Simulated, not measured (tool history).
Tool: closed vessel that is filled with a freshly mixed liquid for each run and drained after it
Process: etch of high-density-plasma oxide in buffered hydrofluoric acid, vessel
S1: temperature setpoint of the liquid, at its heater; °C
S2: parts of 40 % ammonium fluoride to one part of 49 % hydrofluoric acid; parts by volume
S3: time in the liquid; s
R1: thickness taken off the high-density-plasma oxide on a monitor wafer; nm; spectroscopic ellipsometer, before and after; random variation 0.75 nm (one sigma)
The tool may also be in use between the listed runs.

run	day	S1	S2	S3	R1
1	0.000	21.0	9.0	100	188.03
2	0.296	20.5	9.0	100	183.37
3	0.525	20.5	8.0	100	207.52
4	0.692	20.5	8.0	100	207.83
5	0.742	20.5	6.5	100	256.11
6	0.950	20.5	6.5	110	280.38
7	1.067	19.5	7.0	110	248.23
8	1.412	19.0	7.5	110	223.59

Run 9 comes next. What will it give?
9	1.433	17.0	9.0	110	?

Run 9 gave R1 165.02 nm.

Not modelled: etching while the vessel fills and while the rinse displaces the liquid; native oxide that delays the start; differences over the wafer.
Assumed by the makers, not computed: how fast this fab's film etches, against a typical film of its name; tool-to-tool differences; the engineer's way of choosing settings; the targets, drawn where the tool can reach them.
